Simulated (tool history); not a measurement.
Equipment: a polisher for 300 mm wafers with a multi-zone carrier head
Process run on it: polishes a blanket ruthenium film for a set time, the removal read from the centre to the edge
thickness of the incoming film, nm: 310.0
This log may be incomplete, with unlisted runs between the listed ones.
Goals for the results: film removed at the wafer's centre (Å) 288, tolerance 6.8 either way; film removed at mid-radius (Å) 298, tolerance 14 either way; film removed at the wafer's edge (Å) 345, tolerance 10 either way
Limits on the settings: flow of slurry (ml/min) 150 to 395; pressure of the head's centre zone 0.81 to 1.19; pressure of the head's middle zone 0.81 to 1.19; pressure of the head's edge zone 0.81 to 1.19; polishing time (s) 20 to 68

| run | hour | flow of slurry (ml/min) | pressure of the head's centre zone | pressure of the head's middle zone | pressure of the head's edge zone | polishing time (s) | film removed at the wafer's centre (Å) | film removed at mid-radius (Å) | film removed at the wafer's edge (Å) |
|---|---|---|---|---|---|---|---|---|---|
| 1 | 0 | 250 | 1 | 1 | 1 | 44 | 590.29 | 561.32 | 543.72 |
| 2 | 6.9 | 250 | 1 | 1.04 | 1 | 44 | 587.25 | 595.22 | 551.44 |
| 3 | 10.4 | 240 | 0.97 | 1.02 | 1.02 | 41 | 526.62 | 550.06 | 508.81 |
| 4 | 11 | 235 | 0.94 | 0.98 | 1.05 | 38 | 467.54 | 482.47 | 475.44 |
| 5 | 19.4 | 225 | 0.92 | 0.95 | 1.06 | 36 | 432.58 | 441.08 | 453.29 |
| 6 | 21.3 | 215 | 0.9 | 0.93 | 1.06 | 34 | 392.48 | 417.84 | 418.97 |
| 7 | 27.5 | 215 | 0.89 | 0.91 | 1.08 | 33 | 380.16 | 392.59 | 415 |
| 8 | 31.4 | 170 | 0.81 | 0.84 | 1.07 | 24 | 242.25 | 266.9 | 292.78 |
| 9 | 35.6 | 195 | 0.81 | 0.84 | 1.08 | 24 | 246.6 | 269.88 | 299.02 |
| 10 | 41.3 | 215 | 0.82 | 0.84 | 1.09 | 24 | 253.06 | 275.08 | 303 |
|  | 42.4 | edge zone pressure recalibrated |
| 11 | 42.4 | 285 | 0.86 | 0.81 | 1.19 | 27 | 314.77 | 310.45 | 388.67 |
| 12 | 44.9 | 270 | 0.86 | 0.81 | 1.18 | 27 | 310.45 | 310.71 | 381.86 |
| 13 | 50.2 | 255 | 0.86 | 0.81 | 1.17 | 27 | 313.3 | 311.38 | 380.12 |
| 14 | 53.4 | 250 | 0.85 | 0.81 | 1.16 | 27 | 306.54 | 312.61 | 379.89 |
| 15 | 60.5 | 255 | 0.85 | 0.81 | 1.15 | 27 | 303.16 | 311.86 | 381.94 |
| 16 | 64.5 | 245 | 0.85 | 0.81 | 1.15 | 27 | 302.14 | 302.62 | 374.53 |
| 17 | 70 | 235 | 0.85 | 0.81 | 1.14 | 27 | 302.42 | 307.73 | 378.8 |
| 18 | 72.7 | 240 | 0.85 | 0.81 | 1.13 | 27 | 300.62 | 306.96 | 380.5 |
| 19 | 74 | 230 | 0.85 | 0.81 | 1.13 | 27 | 302.38 | 308.62 | 370.71 |
| 20 | 79.4 | 225 | 0.85 | 0.81 | 1.12 | 27 | 303.46 | 304.73 | 368.21 |
| 21 | 87.8 | 220 | 0.85 | 0.81 | 1.11 | 27 | 298.7 | 299.07 | 368.79 |
| 22 | 93.6 | 215 | 0.85 | 0.81 | 1.1 | 27 | 298.19 | 305.64 | 363.72 |
| 23 | 95 | 210 | 0.85 | 0.81 | 1.1 | 27 | 296.5 | 299.87 | 359.94 |
| 24 | 103.8 | 205 | 0.85 | 0.81 | 1.1 | 27 | 291.32 | 300.97 | 364.9 |
| 25 | 105.5 | 200 | 0.86 | 0.82 | 1.01 | 26 | 283.51 | 286.8 | 334.49 |
| 26 | 107.4 | 205 | 0.86 | 0.82 | 1.02 | 26 | 291.15 | 294.09 | 334.14 |

Exactly one of the 4 candidate moves below puts every result within its allowed miss. Which one?
| A | 109.3 | 265 | 0.9 | 0.91 | 1.01 | 24 | ? | ? | ? |
| B | 109.3 | 250 | 0.97 | 0.93 | 1.1 | 23 | ? | ? | ? |
| C | 109.3 | 155 | 0.87 | 0.86 | 0.95 | 27 | ? | ? | ? |
| D | 109.3 | 185 | 0.88 | 0.87 | 1.12 | 26 | ? | ? | ? |

| move | film removed at the wafer's centre (Å) | film removed at mid-radius (Å) | film removed at the wafer's edge (Å) |
|---|---|---|---|
| A | 290.58 | 306.92 | 311.18 |
| B | 297.95 | 295.79 | 309.35 |
| C | 285.57 | 305.19 | 318.38 |
| D | 289.84 | 306.76 | 341.2 |
A: moves away from the targets compared with the last run
B: moves away from the targets compared with the last run
C: moves away from the targets compared with the last run
D: every result within its allowed miss
Move D is the one to make.
